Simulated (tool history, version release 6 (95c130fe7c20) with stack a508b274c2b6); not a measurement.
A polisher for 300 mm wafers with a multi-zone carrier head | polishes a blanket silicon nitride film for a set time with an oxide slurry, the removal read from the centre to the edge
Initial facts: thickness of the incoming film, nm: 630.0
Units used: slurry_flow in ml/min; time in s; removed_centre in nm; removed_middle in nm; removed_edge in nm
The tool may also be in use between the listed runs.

run 1 hour=0.0 | slurry_flow=215 centre_zone=1.00 middle_zone=1.00 edge_zone=1.00 slurry_solids=1.00 time=58 | removed_centre=38.760 removed_middle=40.587 removed_edge=40.476
run 2 hour=2.0 | slurry_flow=210 centre_zone=0.97 middle_zone=0.99 edge_zone=0.97 slurry_solids=0.90 time=56 | removed_centre=33.687 removed_middle=37.676 removed_edge=35.744
run 3 hour=10.8 | slurry_flow=210 centre_zone=0.97 middle_zone=0.99 edge_zone=0.97 slurry_solids=0.90 time=62 | removed_centre=38.288 removed_middle=41.525 removed_edge=40.524
run 4 hour=15.2 | slurry_flow=210 centre_zone=0.97 middle_zone=0.92 edge_zone=0.97 slurry_solids=0.90 time=62 | removed_centre=38.407 removed_middle=39.414 removed_edge=40.350
run 5 hour=22.0 | slurry_flow=210 centre_zone=0.97 middle_zone=0.92 edge_zone=0.89 slurry_solids=0.90 time=62 | removed_centre=37.531 removed_middle=39.941 removed_edge=38.457
run 6 hour=28.1 | slurry_flow=210 centre_zone=0.97 middle_zone=0.92 edge_zone=0.89 slurry_solids=0.90 time=70 | removed_centre=42.407 removed_middle=44.234 removed_edge=43.217
run 7 hour=36.6 | slurry_flow=200 centre_zone=0.94 middle_zone=0.90 edge_zone=0.88 slurry_solids=0.80 time=66 | removed_centre=36.318 removed_middle=39.525 removed_edge=38.397
run 8 hour=38.0 | slurry_flow=190 centre_zone=0.93 middle_zone=0.88 edge_zone=0.87 slurry_solids=0.75 time=63 | removed_centre=34.016 removed_middle=35.913 removed_edge=36.151

The next listed run, before its measurement:
run 9 hour=38.9 | slurry_flow=195 centre_zone=0.91 middle_zone=0.89 edge_zone=0.86 slurry_solids=0.70 time=60 | removed_centre=? removed_middle=? removed_edge=?

removed_centre: 31.164 nm
removed_middle: 33.779 nm
removed_edge: 33.726 nm

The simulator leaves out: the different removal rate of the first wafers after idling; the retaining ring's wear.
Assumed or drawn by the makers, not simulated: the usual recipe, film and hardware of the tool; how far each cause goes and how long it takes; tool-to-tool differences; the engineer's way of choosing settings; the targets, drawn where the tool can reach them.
